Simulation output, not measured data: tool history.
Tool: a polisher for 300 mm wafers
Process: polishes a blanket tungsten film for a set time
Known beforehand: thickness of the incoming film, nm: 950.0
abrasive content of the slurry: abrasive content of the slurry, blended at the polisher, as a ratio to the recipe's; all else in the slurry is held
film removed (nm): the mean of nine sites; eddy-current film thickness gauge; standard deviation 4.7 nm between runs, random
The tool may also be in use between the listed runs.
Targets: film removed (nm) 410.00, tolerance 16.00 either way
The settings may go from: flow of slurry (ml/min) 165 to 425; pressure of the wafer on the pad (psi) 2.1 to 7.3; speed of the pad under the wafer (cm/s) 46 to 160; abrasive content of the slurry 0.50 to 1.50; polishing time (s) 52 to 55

run  hour  flow of slurry (ml/min)  pressure of the wafer on the pad (psi)  speed of the pad under the wafer (cm/s)  abrasive content of the slurry  polishing time (s)  film removed (nm)
  1   0.0                      275                                     4.7                                      102                            1.00                  52             289.06
  2   3.3                      275                                     4.2                                      102                            1.00                  52             255.75
  3   7.9                      275                                     4.4                                      102                            1.00                  52             268.94
  4  15.7                      275                                     4.6                                      102                            1.00                  52             280.54
  5  18.9                      275                                     4.8                                      102                            1.00                  52             294.80
  6  21.9                      275                                     5.2                                      102                            1.00                  52             321.27
  7  28.4                      275                                     5.3                                      102                            1.00                  52             320.00
  8  29.9                      275                                     5.5                                      102                            1.00                  52             337.63
  9  35.6                      275                                     5.6                                      102                            1.00                  52             331.75
 10  38.7                      275                                     5.7                                      102                            1.00                  52             340.11
 11  44.0                      275                                     5.8                                      102                            1.00                  52             343.39
 12  49.1                      275                                     5.9                                      102                            1.00                  52             347.13

Which single option among these 4 for the next run brings every result within its allowed miss of target? Just one does.
  A  54.2                      270                                     5.8                                      104                            0.95                  55                  ?
  B  54.2                      295                                     5.1                                       88                            0.85                  52                  ?
  C  54.2                      255                                     5.0                                      102                            1.10                  53                  ?
  D  54.2                      295                                     6.4                                      110                            0.75                  55                  ?

move  film removed (nm)
   A             366.83
   B             256.27
   C             312.93
   D             401.32
A: closer than the last run, but not yet in spec
B: further off than the last run
C: further off than the last run
D: every result within its allowed miss
Move D is the one to make.
